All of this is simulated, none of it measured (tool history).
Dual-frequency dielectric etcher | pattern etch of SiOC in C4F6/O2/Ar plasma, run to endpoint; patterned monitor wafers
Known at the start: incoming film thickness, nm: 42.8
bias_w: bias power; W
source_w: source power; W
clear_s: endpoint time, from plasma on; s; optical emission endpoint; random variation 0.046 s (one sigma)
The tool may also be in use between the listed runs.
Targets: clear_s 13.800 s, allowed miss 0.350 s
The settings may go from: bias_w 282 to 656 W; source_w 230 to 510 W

run  hour  bias_w  source_w  clear_s
  1   0.0     469       370   16.731
  2   1.3     489       380   16.125
  3   5.7     489       350   16.668
  4   7.4     535       350   15.902
  5  14.6     462       350   17.095
  6  23.0     484       360   16.624
  7  24.0     503       370   16.070
  8  29.0     519       370   15.817
  9  35.6     534       370   15.570
 10  42.7     547       370   15.312
 11  48.8     558       370   15.215
 12  53.3     569       370   15.039
 13  60.5     569       370   15.115
 14  68.0     579       370   14.936
 15  69.8     579       370   14.911
 16  75.8     587       370   14.812
 17  83.0     595       370   14.690
 18  91.0     602       370   14.636
 19  93.9     608       370   14.525

Which of these 4 next moves meets every target?
  A  96.8     651       440        ?
  B  96.8     570       370        ?
  C  96.8     620       410        ?
  D  96.8     509       410        ?

move  clear_s
   A   13.197
   B   15.020
   C   13.872
   D   15.315
A: takes the result that was furthest off past its target
B: further off than the last run
C: meets every target
D: further off than the last run
Move C is the one to make.
